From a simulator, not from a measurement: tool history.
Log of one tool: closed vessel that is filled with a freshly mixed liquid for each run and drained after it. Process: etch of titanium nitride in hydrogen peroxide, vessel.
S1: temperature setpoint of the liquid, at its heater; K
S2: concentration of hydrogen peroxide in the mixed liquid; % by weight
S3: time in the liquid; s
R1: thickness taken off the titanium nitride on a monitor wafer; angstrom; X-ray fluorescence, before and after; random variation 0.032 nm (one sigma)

run	hour	S1	S2	S3	R1
1	0.0	317.15	23	245	66.014
2	4.0	316.15	23	245	60.580
3	12.1	316.15	23	180	44.472
4	17.1	315.65	23	180	42.326
5	23.6	322.65	23	180	72.144
6	32.0	327.15	23	180	100.200
7	33.5	324.65	23	180	83.264
8	34.0	322.65	23	180	72.413
9	40.7	322.65	23	180	71.851
10	42.4	321.15	23	180	63.449
11	46.6	320.15	23	180	58.666
12	48.0	319.15	23	180	55.832
13	49.0	318.15	23	180	51.666
14	56.1	317.65	23	180	50.510
15	59.7	317.15	23	180	47.280
16	61.6	316.65	23	180	46.298

Run 17 comes next. What will it give?
17	66.0	316.15	23	180	?

{"run 17": {"R1": 44.991}}

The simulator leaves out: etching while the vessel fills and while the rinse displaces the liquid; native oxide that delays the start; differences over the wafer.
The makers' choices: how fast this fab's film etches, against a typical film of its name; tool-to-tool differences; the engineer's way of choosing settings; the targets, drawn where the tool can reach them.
